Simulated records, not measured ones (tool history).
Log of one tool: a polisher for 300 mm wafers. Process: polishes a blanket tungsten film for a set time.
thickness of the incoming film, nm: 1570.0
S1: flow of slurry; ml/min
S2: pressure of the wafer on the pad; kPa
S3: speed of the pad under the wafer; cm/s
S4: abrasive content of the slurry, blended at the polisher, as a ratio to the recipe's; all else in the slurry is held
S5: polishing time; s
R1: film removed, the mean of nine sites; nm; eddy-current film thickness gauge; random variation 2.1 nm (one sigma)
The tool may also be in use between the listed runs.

run 1 hour=0.0 | S1=255 S2=22.1 S3=102 S4=1.0 S5=53 | R1=258.31
run 2 hour=2.8 | S1=255 S2=20.7 S3=102 S4=1.0 S5=53 | R1=241.57
run 3 hour=6.5 | S1=255 S2=17.9 S3=102 S4=1.0 S5=53 | R1=208.00
run 4 hour=8.8 | S1=255 S2=21.4 S3=102 S4=1.0 S5=53 | R1=248.54
run 5 hour=9.5 | S1=255 S2=20.0 S3=102 S4=1.0 S5=53 | R1=231.46
run 6 hour=16.3 | S1=255 S2=18.6 S3=102 S4=1.0 S5=53 | R1=223.61
run 7 hour=17.7 | S1=255 S2=17.2 S3=100 S4=1.0 S5=53 | R1=199.89
run 8 hour=25.6 | S1=255 S2=16.5 S3=100 S4=1.0 S5=53 | R1=195.56

The next listed run, before its measurement:
run 9 hour=29.2 | S1=255 S2=15.9 S3=100 S4=1.0 S5=53 | R1=?

R1: 186.40 nm
